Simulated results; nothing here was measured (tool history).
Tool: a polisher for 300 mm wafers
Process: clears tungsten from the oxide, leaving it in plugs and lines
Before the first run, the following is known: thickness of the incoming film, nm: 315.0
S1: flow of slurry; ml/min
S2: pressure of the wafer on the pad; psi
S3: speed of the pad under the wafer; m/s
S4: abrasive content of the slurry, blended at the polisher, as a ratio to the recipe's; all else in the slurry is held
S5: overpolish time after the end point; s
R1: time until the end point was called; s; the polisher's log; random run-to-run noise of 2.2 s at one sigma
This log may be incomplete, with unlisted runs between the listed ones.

run	hour	S1	S2	S3	S4	S5	R1
1	0.0	185	2.9	1.02	1.0	6	101.680
2	5.8	230	2.9	1.02	1.0	6	99.494
3	12.5	230	2.8	1.02	1.0	6	102.890
4	18.5	230	2.7	1.02	1.0	6	105.480
5	27.0	230	2.6	1.02	1.0	6	109.430
6	35.9	230	3.2	1.02	1.0	6	89.370
7	43.0	230	3.0	1.02	1.0	6	94.028
8	44.2	230	2.8	1.02	1.0	6	100.330
9	50.6	230	2.6	1.02	1.0	6	111.380

What does the tool deliver on the next run?
10	58.3	230	2.6	1.02	1.0	6	?

R1: 110.440 s
